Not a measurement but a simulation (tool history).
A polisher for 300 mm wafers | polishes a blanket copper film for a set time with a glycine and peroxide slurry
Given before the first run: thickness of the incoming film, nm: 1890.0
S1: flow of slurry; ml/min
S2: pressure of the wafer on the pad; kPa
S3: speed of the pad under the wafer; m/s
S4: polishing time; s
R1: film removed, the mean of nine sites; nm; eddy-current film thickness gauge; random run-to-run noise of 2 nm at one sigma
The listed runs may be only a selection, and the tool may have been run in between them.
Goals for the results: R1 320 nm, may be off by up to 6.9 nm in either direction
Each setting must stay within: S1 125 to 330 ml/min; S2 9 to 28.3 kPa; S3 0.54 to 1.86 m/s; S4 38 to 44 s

run  hour   S1    S2    S3  S4      R1
  1     0  210  18.6  1.18  44  278.42
  2   4.1  210  18.6  1.18  44   283.7
  3   9.1  235  18.6  1.18  44  287.65
  4  15.1  235  18.6  1.42  44  337.39
  5  16.6  230  18.6  1.42  44  331.62
  6  21.4  230  14.5  1.42  44  271.25
  7  25.7  240  15.2  1.42  44  283.81
  8  30.8  250  15.2  1.42  44   284.9
  9  37.9  255  15.9  1.42  44  294.89
 10  43.7  260  15.9  1.42  44  299.78
 11  47.1  310  16.5  1.42  44  307.95

Below are 5 possible settings for the next run. Only one of them brings all results inside the allowed miss of their targets. Which is it?
  A  50.5  285  18.6   1.4  40   ?
  B  50.5  300  15.9  1.44  43   ?
  C  50.5  325  21.4   1.1  42   ?
  D  50.5  330  17.9  1.42  42   ?
  E  50.5  200  18.6  1.26  43   ?

move      R1
   A  309.63
   B  298.69
   C  301.39
   D  322.88
   E  291.29
A: moves toward the targets from the last run without getting all of them in spec
B: misses by more than the last run did
C: misses by more than the last run did
D: in spec on every target
E: misses by more than the last run did
The right move is D.
